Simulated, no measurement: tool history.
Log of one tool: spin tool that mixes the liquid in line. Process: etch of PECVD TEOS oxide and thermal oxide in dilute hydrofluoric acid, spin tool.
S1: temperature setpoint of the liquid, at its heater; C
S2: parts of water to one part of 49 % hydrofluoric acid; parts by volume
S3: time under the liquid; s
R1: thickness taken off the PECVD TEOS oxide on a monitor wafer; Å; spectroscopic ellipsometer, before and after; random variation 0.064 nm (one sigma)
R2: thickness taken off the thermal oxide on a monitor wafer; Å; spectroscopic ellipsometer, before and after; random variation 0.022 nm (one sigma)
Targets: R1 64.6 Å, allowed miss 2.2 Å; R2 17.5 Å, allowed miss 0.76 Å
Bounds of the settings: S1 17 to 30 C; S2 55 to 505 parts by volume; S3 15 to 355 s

run	hour	S1	S2	S3	R1	R2
1	0	22	280	180	87.288	23.272
2	2.3	22	280	240	114.16	30.71
3	7.5	22	280	295	141.22	38.241
4	15.5	21	305	295	122.47	32.923
5	16.2	18	305	295	107.93	28.892
6	17.4	18	305	220	81.56	21.305
7	21.7	18	315	220	79.24	20.515
8	24.6	18	325	220	75.298	20.337

4 next moves are on the table. One of them brings every result within its allowed miss. Which?
A	27.5	18	375	210	?	?
B	27.5	20	380	195	?	?
C	27.5	17	310	185	?	?
D	27.5	19.5	435	320	?	?

move	R1	R2
A	59.123	15.827
B	58.024	15.533
C	63.747	17.065
D	78.379	20.982
A: takes the result that was furthest off past its target
B: takes the result that was furthest off past its target
C: meets every target
D: further off than the last run
The right move is C.
